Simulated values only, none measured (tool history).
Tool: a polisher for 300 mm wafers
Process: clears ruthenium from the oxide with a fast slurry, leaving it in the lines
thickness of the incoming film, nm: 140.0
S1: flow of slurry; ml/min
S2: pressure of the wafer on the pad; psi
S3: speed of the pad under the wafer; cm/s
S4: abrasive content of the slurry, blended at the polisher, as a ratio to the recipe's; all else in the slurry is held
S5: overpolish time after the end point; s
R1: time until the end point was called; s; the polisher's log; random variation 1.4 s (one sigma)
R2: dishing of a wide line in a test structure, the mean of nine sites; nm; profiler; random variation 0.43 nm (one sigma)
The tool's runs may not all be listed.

| run | hour | S1 | S2 | S3 | S4 | S5 | R1 | R2 |
|---|---|---|---|---|---|---|---|---|
| 1 | 0 | 235 | 1.8 | 96 | 1 | 14 | 50.727 | 33.104 |
| 2 | 1.1 | 235 | 1.5 | 96 | 1 | 16 | 57.745 | 35.343 |
| 3 | 8.6 | 235 | 1.5 | 96 | 1 | 19 | 56.703 | 40.691 |
| 4 | 17.6 | 235 | 1.5 | 106 | 1 | 19 | 53.449 | 42.886 |
| 5 | 25.8 | 275 | 1.5 | 106 | 1 | 19 | 49.86 | 43.914 |
| 6 | 26.7 | 305 | 1.5 | 106 | 1 | 19 | 51.884 | 43.731 |
| 7 | 30.1 | 305 | 1.3 | 100 | 1 | 20 | 57.799 | 41.471 |

Run 8 comes next. What will it give?
| 8 | 32.4 | 305 | 1.2 | 94 | 1 | 21 | ? | ? |

{"run 8": {"R1": 65.671, "R2": 39.036}}
